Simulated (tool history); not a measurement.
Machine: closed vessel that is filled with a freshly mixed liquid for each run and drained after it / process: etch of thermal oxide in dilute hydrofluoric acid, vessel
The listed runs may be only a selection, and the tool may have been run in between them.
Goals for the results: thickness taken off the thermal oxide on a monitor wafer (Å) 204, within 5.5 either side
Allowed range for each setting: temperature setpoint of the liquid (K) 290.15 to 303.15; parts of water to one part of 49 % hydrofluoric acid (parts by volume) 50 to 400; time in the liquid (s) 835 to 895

run  hour  temperature setpoint of the liquid (K)  parts of water to one part of 49 % hydrofluoric acid (parts by volume)  time in the liquid (s)  thickness taken off the thermal oxide on a monitor wafer (Å)
  1     0                                  295.15                                                                     225                     835                                                        145.91
  2   7.3                                  296.15                                                                     225                     835                                                        150.21
  3   8.3                                  296.65                                                                     225                     835                                                        155.06
  4    15                                  296.65                                                                     145                     835                                                        262.05
  5  19.8                                  296.65                                                                     145                     835                                                        259.44
  6  23.5                                  296.15                                                                     145                     835                                                        255.35
  7    27                                  295.65                                                                     145                     835                                                        249.73
  8  34.5                                  295.15                                                                     145                     835                                                        245.09
  9  41.3                                  294.65                                                                     145                     835                                                        243.86
 10  45.9                                  294.15                                                                     145                     835                                                        234.32
 11  51.7                                  293.65                                                                     145                     835                                                        231.97
 12  59.1                                  293.15                                                                     145                     835                                                        228.79
 13  60.8                                  292.65                                                                     145                     835                                                        221.05

Which single option among these 5 for the next run brings every result within its allowed miss of target? Just one does.
  A  62.5                                  292.65                                                                     165                     880                                                             ?
  B  62.5                                  291.15                                                                     140                     895                                                             ?
  C  62.5                                  294.65                                                                     155                     895                                                             ?
  D  62.5                                  293.15                                                                     135                     835                                                             ?
  E  62.5                                  293.15                                                                     145                     895                                                             ?

move  thickness taken off the thermal oxide on a monitor wafer (Å)
   A                                                        204.97
   B                                                         237.2
   C                                                         242.6
   D                                                        250.15
   E                                                        247.01
A: all results land within tolerance of their targets
B: moves away from the targets compared with the last run
C: moves away from the targets compared with the last run
D: moves away from the targets compared with the last run
E: moves away from the targets compared with the last run
The move that meets every target is A.

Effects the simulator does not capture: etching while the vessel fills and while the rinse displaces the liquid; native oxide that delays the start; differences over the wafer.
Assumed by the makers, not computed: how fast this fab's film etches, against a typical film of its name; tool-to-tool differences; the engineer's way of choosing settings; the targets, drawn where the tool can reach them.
